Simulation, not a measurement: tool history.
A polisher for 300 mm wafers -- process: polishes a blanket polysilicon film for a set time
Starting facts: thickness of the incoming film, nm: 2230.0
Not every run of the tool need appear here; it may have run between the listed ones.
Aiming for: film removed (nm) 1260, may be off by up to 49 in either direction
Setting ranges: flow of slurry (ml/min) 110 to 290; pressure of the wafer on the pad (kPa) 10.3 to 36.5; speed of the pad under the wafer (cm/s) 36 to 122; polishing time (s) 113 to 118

| run | hour | flow of slurry (ml/min) | pressure of the wafer on the pad (kPa) | speed of the pad under the wafer (cm/s) | polishing time (s) | film removed (nm) |
|---|---|---|---|---|---|---|
| 1 | 0 | 185 | 23.4 | 78 | 113 | 846.41 |
| 2 | 6.2 | 185 | 23.4 | 64 | 113 | 712.43 |
| 3 | 8.2 | 185 | 17.9 | 64 | 113 | 550.48 |
| 4 | 16.8 | 185 | 17.9 | 64 | 113 | 544.63 |
| 5 | 22.3 | 185 | 22.1 | 64 | 113 | 664.44 |
| 6 | 28.8 | 185 | 22.1 | 64 | 118 | 693.95 |
| 7 | 37.8 | 185 | 25.5 | 64 | 118 | 801.89 |
| 8 | 42.6 | 185 | 28.3 | 64 | 118 | 874.77 |
| 9 | 44.5 | 185 | 30.3 | 64 | 118 | 957.79 |
| 10 | 50.5 | 185 | 31.7 | 64 | 118 | 985.91 |

5 next moves are on the table. One of them brings every result within its allowed miss. Which?
| A | 56.5 | 185 | 33.8 | 82 | 118 | ? |
| B | 56.5 | 210 | 34.5 | 84 | 118 | ? |
| C | 56.5 | 175 | 32.4 | 80 | 118 | ? |
| D | 56.5 | 175 | 32.4 | 80 | 113 | ? |
| E | 56.5 | 175 | 36.5 | 76 | 118 | ? |

| move | film removed (nm) |
|---|---|
| A | 1326.3 |
| B | 1403.3 |
| C | 1235.7 |
| D | 1183.3 |
| E | 1322.5 |
A: the result that was furthest off in the last run now lies on the other side of its target
B: the result that was furthest off in the last run now lies on the other side of its target
C: hits every target within its allowed miss
D: closes in on the targets versus the last run, not all within tolerance yet
E: the result that was furthest off in the last run now lies on the other side of its target
Answer: C
